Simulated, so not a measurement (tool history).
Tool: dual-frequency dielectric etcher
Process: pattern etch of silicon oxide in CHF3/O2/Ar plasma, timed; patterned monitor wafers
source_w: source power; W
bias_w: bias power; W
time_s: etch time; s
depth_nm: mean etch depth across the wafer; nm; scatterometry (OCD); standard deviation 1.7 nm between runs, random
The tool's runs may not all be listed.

run 1 hour=0 | source_w=810 bias_w=209 time_s=279 | depth_nm=584.6
run 2 hour=2.6 | source_w=850 bias_w=210 time_s=279 | depth_nm=594.32
run 3 hour=11.3 | source_w=880 bias_w=211 time_s=279 | depth_nm=597.22
run 4 hour=13 | source_w=830 bias_w=211 time_s=279 | depth_nm=590.76
run 5 hour=15.8 | source_w=870 bias_w=212 time_s=279 | depth_nm=594.81
run 6 hour=19 | source_w=870 bias_w=212 time_s=257 | depth_nm=551.91
run 7 hour=20.2 | source_w=910 bias_w=225 time_s=257.5 | depth_nm=567.5
run 8 hour=26 | source_w=940 bias_w=236 time_s=260 | depth_nm=583.88

The next listed run, before its measurement:
run 9 hour=28.6 | source_w=970 bias_w=246 time_s=261 | depth_nm=?

For run 9 the tool returned depth_nm 599.74 nm.
